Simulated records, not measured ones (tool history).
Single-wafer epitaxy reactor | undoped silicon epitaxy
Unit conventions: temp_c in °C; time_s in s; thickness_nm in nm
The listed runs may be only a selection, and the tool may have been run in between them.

| run | hour | temp_c | time_s | thickness_nm |
|---|---|---|---|---|
| 1 | 0 | 645 | 352 | 49.355 |
| 2 | 1.7 | 653 | 352 | 57.707 |
| 3 | 6.6 | 656 | 359 | 62.799 |
| 4 | 7.1 | 659 | 364 | 67.569 |
| 5 | 9.3 | 652 | 364 | 58.874 |
| 6 | 14.7 | 656 | 368 | 64.12 |
| 7 | 17.5 | 659 | 372 | 69.281 |
| 8 | 26 | 661 | 374 | 73.207 |
| 9 | 27.8 | 663 | 375 | 75.987 |
| 10 | 34.7 | 664 | 376 | 77.722 |

Expected results for the next run?
|  | 41.3 | pyrometer calibrated |
| 11 | 41.3 | 665 | 377 | ? |

Run 11 yielded thickness_nm 84.654 nm.
